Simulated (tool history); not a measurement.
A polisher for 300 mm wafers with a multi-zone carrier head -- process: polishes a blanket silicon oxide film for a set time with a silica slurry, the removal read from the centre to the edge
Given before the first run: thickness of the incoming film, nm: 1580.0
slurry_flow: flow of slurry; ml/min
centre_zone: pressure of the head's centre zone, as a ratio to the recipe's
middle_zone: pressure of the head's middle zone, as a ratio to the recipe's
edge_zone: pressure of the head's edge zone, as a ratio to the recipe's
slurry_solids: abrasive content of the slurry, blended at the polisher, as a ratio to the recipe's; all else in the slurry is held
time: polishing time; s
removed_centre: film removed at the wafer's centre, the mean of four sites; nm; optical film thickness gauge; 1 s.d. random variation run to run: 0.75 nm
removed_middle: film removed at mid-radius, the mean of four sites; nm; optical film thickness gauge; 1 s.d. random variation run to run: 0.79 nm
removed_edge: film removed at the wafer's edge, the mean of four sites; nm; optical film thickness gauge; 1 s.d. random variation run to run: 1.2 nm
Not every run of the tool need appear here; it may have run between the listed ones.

run  hour  slurry_flow  centre_zone  middle_zone  edge_zone  slurry_solids  time  removed_centre  removed_middle  removed_edge
  1     0          265            1            1          1              1    44          161.45          157.25        155.75
  2   5.9          250         0.96         0.95       0.97           0.95    44          150.09          146.98        152.34
  3   8.7          250         0.96         0.95       0.89           0.95    44          150.01          147.37        143.57
  4   9.9          235         0.93         0.91       0.88            0.9    44          144.18          137.79        141.67
  5  12.8          235         1.01         0.91       0.88            0.9    44           150.7          138.28        138.09
  6  18.8          220         0.96         0.89       0.87           0.85    44          141.68          132.23        135.88
  7  22.9          210         0.92         0.87       0.86            0.8    44          133.17          122.89        130.87
  8  30.7          200         0.89         0.87       0.86            0.8    44          127.32          123.71        127.62
  9  36.3          190         0.88         0.86       0.88            0.8    44          124.81           122.2        130.62
 10  40.7          185         0.87         0.85       0.88            0.8    44          123.15          119.26        128.75

Forecast run 11:
 11  42.2          180         0.87         0.85       0.89            0.8    44               ?               ?             ?

Run 11 measured removed_centre 121.78 nm, removed_middle 119.26 nm, removed_edge 128.59 nm.
